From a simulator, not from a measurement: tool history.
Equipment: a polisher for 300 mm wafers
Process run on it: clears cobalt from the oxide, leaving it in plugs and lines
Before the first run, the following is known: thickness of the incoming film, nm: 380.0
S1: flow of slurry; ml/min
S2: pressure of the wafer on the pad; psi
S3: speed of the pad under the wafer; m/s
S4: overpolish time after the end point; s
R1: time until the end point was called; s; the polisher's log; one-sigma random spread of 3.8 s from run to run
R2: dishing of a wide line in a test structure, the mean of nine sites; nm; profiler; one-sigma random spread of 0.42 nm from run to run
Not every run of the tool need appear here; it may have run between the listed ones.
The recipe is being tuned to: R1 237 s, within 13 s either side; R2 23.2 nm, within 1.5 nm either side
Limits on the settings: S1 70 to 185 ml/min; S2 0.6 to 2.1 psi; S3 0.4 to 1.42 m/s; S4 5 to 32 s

run    day   S1   S2    S3  S4      R1      R2
  1      0  120  1.3   0.9  16  137.63  26.935
  2  0.208  120  1.6   0.9  16  117.07  31.095
  3  0.462  120  1.6  1.04  16  103.23  33.432
  4  0.729  120  1.5     1  17  109.91  33.666
  5   0.85  120  1.4  0.96  18   123.1  32.652
  6  1.142  120  1.4  0.96  22  121.78  35.236
  7  1.217  120  1.3  0.94  22  130.68   33.49
  8  1.533  120  1.2  0.92  22  139.55  32.251
  9  1.712  120  1.1   0.9  22  163.25  30.718
 10  2.071  120    1   0.9  22   173.3  29.741
 11  2.258  120  0.8  0.88  20  207.12  24.358

4 next moves are on the table. One of them brings every result within its allowed miss. Which?
  A  2.446  115    1  0.92  15   ?   ?
  B  2.446  140  0.8  1.16  18   ?   ?
  C  2.446  130  0.7  0.86  22   ?   ?
  D  2.446  130  0.8  0.84  19   ?   ?

move      R1      R2
   A   173.8   23.36
   B   165.8  27.337
   C  241.16  24.401
   D  220.09  23.433
A: further off than the last run
B: further off than the last run
C: all results in spec
D: gains on the last run, yet a result remains outside its allowed miss
The right move is C.
